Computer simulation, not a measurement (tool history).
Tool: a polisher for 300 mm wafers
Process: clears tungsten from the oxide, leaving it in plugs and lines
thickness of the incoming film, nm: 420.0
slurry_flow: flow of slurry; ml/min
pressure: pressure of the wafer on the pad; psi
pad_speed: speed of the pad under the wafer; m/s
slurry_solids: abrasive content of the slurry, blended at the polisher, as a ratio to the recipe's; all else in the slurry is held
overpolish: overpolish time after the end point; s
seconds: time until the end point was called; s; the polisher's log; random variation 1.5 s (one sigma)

run,hour,slurry_flow,pressure,pad_speed,slurry_solids,overpolish,seconds
1,0,320,3.7,1.24,1,28,72.534
2,4.9,320,3.7,1.24,0.85,28,76.702
3,6.6,320,4.2,1.24,0.85,28,67.335
4,10.9,320,4.2,1.24,0.7,28,70.944
5,19.5,320,3.5,1.22,0.7,28,85.996
6,22.4,320,3,1.2,0.7,28,102.21

The next listed run, before its measurement:
7,31.4,320,2,1.18,0.7,28,?

{"run 7": {"seconds": 149.39}}

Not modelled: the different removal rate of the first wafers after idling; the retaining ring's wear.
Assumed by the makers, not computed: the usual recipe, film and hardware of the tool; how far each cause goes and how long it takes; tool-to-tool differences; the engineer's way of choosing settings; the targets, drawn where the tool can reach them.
